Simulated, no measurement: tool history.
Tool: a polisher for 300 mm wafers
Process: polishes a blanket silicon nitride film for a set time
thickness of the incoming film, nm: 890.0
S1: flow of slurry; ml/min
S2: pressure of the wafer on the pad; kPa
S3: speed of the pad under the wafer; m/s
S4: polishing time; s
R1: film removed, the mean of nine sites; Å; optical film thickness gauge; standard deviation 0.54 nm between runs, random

run  hour   S1    S2    S3  S4       R1
  1   0.0  240  27.6  1.36  42  1218.00
  2   3.9  240  25.5  1.34  42  1116.00
  3   6.8  240  20.0  1.34  42   910.85
  4  10.2  285  20.0  1.34  42   913.16
  5  15.5  285  19.3  1.32  42   885.18
  6  23.7  285  18.6  1.30  42   838.91
  7  32.4  285  17.9  1.30  42   824.38
  8  40.5  285  17.2  1.30  42   792.26
  9  41.9  285  16.5  1.30  42   769.92
 10  50.8  285  15.9  1.30  42   731.25
 11  52.1  280  15.9  1.30  42   738.86

What does the tool deliver on the next run?
 12  57.9  275  15.9  1.30  42   ?

{"run 12": {"R1": 733.82}}

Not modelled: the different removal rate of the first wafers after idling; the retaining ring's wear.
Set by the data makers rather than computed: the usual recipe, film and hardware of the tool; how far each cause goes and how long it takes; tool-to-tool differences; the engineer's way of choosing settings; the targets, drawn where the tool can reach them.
